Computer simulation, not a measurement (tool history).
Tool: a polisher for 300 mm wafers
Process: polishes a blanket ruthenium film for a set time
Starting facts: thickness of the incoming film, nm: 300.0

| run | hour | flow of slurry (ml/min) | pressure of the wafer on the pad (kPa) | speed of the pad under the wafer (cm/s) | polishing time (s) | film removed (angstrom) |
|---|---|---|---|---|---|---|
| 1 | 0.0 | 300 | 10.3 | 126 | 95 | 974.63 |
| 2 | 1.5 | 295 | 9.0 | 126 | 95 | 873.57 |
| 3 | 7.8 | 295 | 8.3 | 126 | 95 | 828.22 |
| 4 | 11.9 | 290 | 8.3 | 126 | 95 | 830.55 |
| 5 | 18.5 | 355 | 8.3 | 126 | 95 | 842.46 |
| 6 | 23.7 | 350 | 8.3 | 126 | 95 | 841.66 |
| 7 | 25.6 | 340 | 8.3 | 126 | 95 | 838.51 |
| 8 | 27.3 | 335 | 8.3 | 126 | 95 | 829.83 |

The next listed run, before its measurement:
| 9 | 35.7 | 335 | 8.3 | 126 | 95 | ? |

Logged for run 9: film removed (angstrom) 845.75.
